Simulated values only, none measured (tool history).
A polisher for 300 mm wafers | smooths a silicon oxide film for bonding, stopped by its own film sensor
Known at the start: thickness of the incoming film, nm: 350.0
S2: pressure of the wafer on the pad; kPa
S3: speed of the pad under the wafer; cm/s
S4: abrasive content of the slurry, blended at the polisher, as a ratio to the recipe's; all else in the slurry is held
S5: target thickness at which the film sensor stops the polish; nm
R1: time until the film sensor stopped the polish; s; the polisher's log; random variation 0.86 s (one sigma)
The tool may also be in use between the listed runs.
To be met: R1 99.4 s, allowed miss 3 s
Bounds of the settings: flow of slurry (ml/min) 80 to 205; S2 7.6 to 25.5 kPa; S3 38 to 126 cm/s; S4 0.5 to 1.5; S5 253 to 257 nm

{"run": 1, "hour": 0.0, "flow of slurry (ml/min)": 135, "S2": 16.5, "S3": 82, "S4": 1, "S5": 257, "R1": 139.66}
{"run": 2, "hour": 4.1, "flow of slurry (ml/min)": 135, "S2": 16.5, "S3": 82, "S4": 1, "S5": 253, "R1": 147.6}
{"run": 3, "hour": 8.3, "flow of slurry (ml/min)": 135, "S2": 17.9, "S3": 82, "S4": 1, "S5": 253, "R1": 140.38}
{"run": 4, "hour": 15.8, "flow of slurry (ml/min)": 135, "S2": 17.9, "S3": 82, "S4": 1.15, "S5": 253, "R1": 130.28}
{"run": 5, "hour": 16.4, "flow of slurry (ml/min)": 165, "S2": 17.9, "S3": 82, "S4": 1.15, "S5": 253, "R1": 124.93}
{"run": 6, "hour": 20.6, "flow of slurry (ml/min)": 165, "S2": 20, "S3": 82, "S4": 1.15, "S5": 253, "R1": 115.67}
{"run": 7, "hour": 29.3, "flow of slurry (ml/min)": 165, "S2": 20.7, "S3": 82, "S4": 1.15, "S5": 253, "R1": 115.43}
{"run": 8, "hour": 29.8, "flow of slurry (ml/min)": 165, "S2": 22.1, "S3": 82, "S4": 1.15, "S5": 253, "R1": 108.59}
{"run": 9, "hour": 38.4, "flow of slurry (ml/min)": 170, "S2": 22.8, "S3": 82, "S4": 1.15, "S5": 253, "R1": 106.03}
{"run": 10, "hour": 44.4, "flow of slurry (ml/min)": 170, "S2": 23.4, "S3": 82, "S4": 1.15, "S5": 253, "R1": 103.31}

Which of these 4 next moves meets every target?
{"run": "A", "hour": 50.4, "flow of slurry (ml/min)": 175, "S2": 25.5, "S3": 78, "S4": 1.2, "S5": 257, "R1": "?"}
{"run": "B", "hour": 50.4, "flow of slurry (ml/min)": 205, "S2": 23.4, "S3": 74, "S4": 1.25, "S5": 257, "R1": "?"}
{"run": "C", "hour": 50.4, "flow of slurry (ml/min)": 160, "S2": 25.5, "S3": 84, "S4": 1.1, "S5": 257, "R1": "?"}
{"run": "D", "hour": 50.4, "flow of slurry (ml/min)": 185, "S2": 22.1, "S3": 76, "S4": 1.15, "S5": 257, "R1": "?"}

move=A R1=94.358
move=B R1=100.61
move=C R1=93.965
move=D R1=108.35
A: takes the result that was furthest off past its target
B: meets every target
C: takes the result that was furthest off past its target
D: further off than the last run
Move B is the one to make.
